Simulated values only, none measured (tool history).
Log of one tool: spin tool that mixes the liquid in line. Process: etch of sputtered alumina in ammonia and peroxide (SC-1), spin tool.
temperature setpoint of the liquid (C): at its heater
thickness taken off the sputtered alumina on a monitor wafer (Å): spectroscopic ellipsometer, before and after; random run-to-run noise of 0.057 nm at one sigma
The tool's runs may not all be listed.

| run | hour | temperature setpoint of the liquid (C) | parts of 29 % ammonia solution to one part of 30 % peroxide (parts by volume) | time under the liquid (s) | thickness taken off the sputtered alumina on a monitor wafer (Å) |
|---|---|---|---|---|---|
| 1 | 0 | 59 | 0.6 | 105 | 119.3 |
| 2 | 7.1 | 53.5 | 0.6 | 105 | 89.17 |
| 3 | 12.3 | 53.5 | 0.75 | 105 | 90.098 |
| 4 | 13.1 | 53.5 | 0.75 | 110 | 95.786 |
| 5 | 15.5 | 60.5 | 0.75 | 110 | 140.13 |
| 6 | 17.8 | 60.5 | 0.75 | 105 | 131.41 |
| 7 | 20.5 | 59.5 | 0.75 | 105 | 124.54 |
| 8 | 27.2 | 51.5 | 0.7 | 105 | 83.347 |

Estimate the outcome of run 9 from the log above:
| 9 | 34.9 | 51 | 0.7 | 105 | ? |

thickness taken off the sputtered alumina on a monitor wafer (Å): 78.857
